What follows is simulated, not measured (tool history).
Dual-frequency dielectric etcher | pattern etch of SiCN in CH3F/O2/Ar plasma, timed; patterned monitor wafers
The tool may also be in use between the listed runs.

| run | hour | source power (W) | bias power (W) | etch time (s) | mean etch depth across the wafer (angstrom) |
|---|---|---|---|---|---|
| 1 | 0 | 510 | 58 | 39 | 141.57 |
| 2 | 3.6 | 510 | 65 | 39 | 144.44 |
| 3 | 12 | 470 | 64 | 39 | 139.5 |
| 4 | 13.9 | 470 | 72 | 39 | 142.87 |
| 5 | 17.6 | 440 | 71 | 39 | 141.16 |
| 6 | 23.5 | 440 | 80 | 39 | 142.26 |

Run 7 has not been measured yet. What should we expect?
| 7 | 31.7 | 410 | 79 | 38.5 | ? |

For run 7 the tool returned mean etch depth across the wafer (angstrom) 137.17.

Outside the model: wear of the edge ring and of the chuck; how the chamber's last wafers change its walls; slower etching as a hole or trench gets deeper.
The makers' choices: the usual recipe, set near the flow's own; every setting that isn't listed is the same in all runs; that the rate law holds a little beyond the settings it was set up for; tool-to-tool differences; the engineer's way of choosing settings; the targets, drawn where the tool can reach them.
